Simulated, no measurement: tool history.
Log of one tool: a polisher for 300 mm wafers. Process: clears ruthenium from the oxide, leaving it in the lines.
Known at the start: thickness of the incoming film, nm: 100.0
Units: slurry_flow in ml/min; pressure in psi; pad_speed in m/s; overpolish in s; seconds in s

run 1 day=0 | slurry_flow=235 pressure=1.9 pad_speed=0.92 overpolish=32 | seconds=113.02
run 2 day=0.267 | slurry_flow=235 pressure=1.9 pad_speed=1.14 overpolish=32 | seconds=93.637
run 3 day=0.383 | slurry_flow=235 pressure=1.9 pad_speed=1.28 overpolish=32 | seconds=82.738
run 4 day=0.658 | slurry_flow=235 pressure=1.9 pad_speed=1.28 overpolish=32 | seconds=82.233
run 5 day=0.979 | slurry_flow=235 pressure=1.7 pad_speed=1.26 overpolish=32 | seconds=94.037
run 6 day=1.192 | slurry_flow=235 pressure=1.6 pad_speed=1.24 overpolish=32 | seconds=100.37
run 7 day=1.292 | slurry_flow=235 pressure=1.5 pad_speed=1.22 overpolish=32 | seconds=110.59
run 8 day=1.475 | slurry_flow=235 pressure=1.4 pad_speed=1.22 overpolish=32 | seconds=117.08

Forecast run 9:
run 9 day=1.833 | slurry_flow=235 pressure=1.3 pad_speed=1.22 overpolish=32 | seconds=?

seconds: 124.42 s
